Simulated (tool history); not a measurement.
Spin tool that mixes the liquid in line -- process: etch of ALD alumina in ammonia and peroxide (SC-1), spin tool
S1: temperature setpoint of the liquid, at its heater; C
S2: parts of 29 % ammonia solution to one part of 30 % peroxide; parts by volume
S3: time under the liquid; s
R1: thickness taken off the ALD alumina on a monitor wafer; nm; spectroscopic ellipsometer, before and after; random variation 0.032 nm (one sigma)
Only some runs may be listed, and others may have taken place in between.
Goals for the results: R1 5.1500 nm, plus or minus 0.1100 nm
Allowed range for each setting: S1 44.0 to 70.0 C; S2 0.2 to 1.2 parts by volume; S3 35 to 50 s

run,hour,S1,S2,S3,R1
1,0.0,60.0,0.9,50,6.8743
2,3.8,56.5,0.9,50,5.7147
3,7.4,56.5,0.9,35,4.0258
4,12.0,56.5,0.6,35,3.8351
5,16.7,56.5,0.9,35,3.9974
6,23.7,57.0,0.9,35,4.1440
7,25.6,57.5,0.9,35,4.2170
8,34.0,58.0,0.9,35,4.3920
9,34.6,58.5,0.9,35,4.4204
10,43.5,59.0,0.9,35,4.5831
11,47.0,59.5,0.9,35,4.6768

Consider the 4 candidate settings below. Which is the only one whose results all fall within their allowed miss of target?
A,50.5,52.5,0.4,50,?
B,50.5,61.0,1.0,35,?
C,50.5,57.0,0.8,35,?
D,50.5,57.5,0.9,35,?

move,R1
A,4.3495
B,5.1885
C,4.1314
D,4.2884
A: its largest miss is bigger than the last run's
B: all results in spec
C: its largest miss is bigger than the last run's
D: its largest miss is bigger than the last run's
Move B is the one to make.
